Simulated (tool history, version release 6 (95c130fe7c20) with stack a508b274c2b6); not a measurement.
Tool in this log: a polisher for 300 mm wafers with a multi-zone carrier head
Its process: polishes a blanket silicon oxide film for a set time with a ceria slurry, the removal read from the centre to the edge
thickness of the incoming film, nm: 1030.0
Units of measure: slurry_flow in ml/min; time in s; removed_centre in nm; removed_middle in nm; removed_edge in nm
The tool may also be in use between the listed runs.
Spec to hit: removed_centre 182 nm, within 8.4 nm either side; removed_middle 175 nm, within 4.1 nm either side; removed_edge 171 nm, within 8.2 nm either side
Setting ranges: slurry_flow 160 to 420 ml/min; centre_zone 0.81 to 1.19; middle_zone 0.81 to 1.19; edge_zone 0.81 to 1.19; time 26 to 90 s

run  hour  slurry_flow  centre_zone  middle_zone  edge_zone  time  removed_centre  removed_middle  removed_edge
  1     0          270            1            1          1    58          292.52          300.88        289.12
  2   2.3          265         0.99         0.97       0.96    50          248.81          253.98        244.24
  3   4.7          260         0.99         0.94       0.92    45          232.21          221.36        219.59
  4  13.4          260         0.95         0.94       0.92    45          219.78          220.22        219.21
  5  19.2          260         0.95         0.94       0.89    45          217.53          221.12        214.46
  6  26.3          260         0.95         0.94       0.97    45          218.38           219.2        224.66
  7  28.2          265         0.95         0.93       0.93    42          207.73          205.52        210.29
  8  29.3          250         0.95         0.92       0.89    40          196.36          194.74        188.73
  9  35.4          230         0.94          0.9       0.88    40          192.25           184.9        184.88
 10  38.8          215         0.94          0.9       0.87    40          190.12          187.58         187.1
 11  44.5          210         0.94         0.89       0.85    39          184.38          177.31        178.37
 12    47          205         0.94         0.89       0.84    39          181.53           179.1        183.79

4 candidate next runs follow, results not yet known. Just one meets every target within its allowed miss. Identify it.
  A  49.5          160         0.97         0.99       0.84    39               ?               ?             ?
  B  49.5          355         0.95          0.9       0.82    36               ?               ?             ?
  C  49.5          265         0.89         0.91       0.83    39               ?               ?             ?
  D  49.5          225         0.97         0.87       0.83    37               ?               ?             ?

move  removed_centre  removed_middle  removed_edge
   A          181.89          191.71        172.81
   B          180.29          176.67        167.66
   C          181.47          188.59        179.17
   D          179.93          169.63        168.07
A: brings the result that was furthest off to its target, and leaves another outside
B: hits every target within its allowed miss
C: brings the result that was furthest off to its target, and leaves another outside
D: brings the result that was furthest off to its target, and leaves another outside
The move that meets every target is B.

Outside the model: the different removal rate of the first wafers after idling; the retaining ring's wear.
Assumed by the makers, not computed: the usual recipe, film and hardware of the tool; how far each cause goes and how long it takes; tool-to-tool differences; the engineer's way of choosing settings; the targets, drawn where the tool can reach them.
